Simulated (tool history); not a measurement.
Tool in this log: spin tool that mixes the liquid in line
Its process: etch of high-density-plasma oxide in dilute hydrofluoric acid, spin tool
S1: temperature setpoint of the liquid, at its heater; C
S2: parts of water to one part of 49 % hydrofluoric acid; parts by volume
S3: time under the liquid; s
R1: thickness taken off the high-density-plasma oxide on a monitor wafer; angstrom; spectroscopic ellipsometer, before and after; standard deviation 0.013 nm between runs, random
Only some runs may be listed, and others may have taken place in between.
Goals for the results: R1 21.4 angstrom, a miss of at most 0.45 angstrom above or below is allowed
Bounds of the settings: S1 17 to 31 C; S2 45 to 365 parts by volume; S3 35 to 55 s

| run | hour | S1 | S2 | S3 | R1 |
|---|---|---|---|---|---|
| 1 | 0 | 23 | 205 | 55 | 17.797 |
| 2 | 5.7 | 24.5 | 205 | 55 | 18.958 |
| 3 | 10.9 | 25.5 | 205 | 55 | 19.515 |
| 4 | 15.9 | 25.5 | 255 | 55 | 14.97 |
| 5 | 21.5 | 25.5 | 285 | 55 | 12.938 |
| 6 | 23.8 | 25.5 | 330 | 55 | 10.618 |
| 7 | 28.5 | 27 | 300 | 55 | 12.664 |
| 8 | 36.1 | 28 | 280 | 55 | 14.276 |
| 9 | 41.4 | 29 | 260 | 55 | 16.33 |
| 10 | 42.9 | 29.5 | 250 | 55 | 17.653 |
| 11 | 45.3 | 30 | 240 | 55 | 18.881 |
| 12 | 52.3 | 30 | 240 | 55 | 18.924 |

Of the 4 settings listed for the next run, only one would bring every result within its allowed miss of target. Which one?
| A | 59.3 | 30 | 210 | 55 | ? |
| B | 59.3 | 31 | 155 | 35 | ? |
| C | 59.3 | 31 | 215 | 55 | ? |
| D | 59.3 | 31 | 260 | 55 | ? |

| move | R1 |
|---|---|
| A | 22.273 |
| B | 21.322 |
| C | 22.371 |
| D | 17.528 |
A: moves the result that the last run missed by most past its target, out the other side
B: all results in spec
C: moves the result that the last run missed by most past its target, out the other side
D: further off than the last run
B is the move that brings every result within its allowed miss.
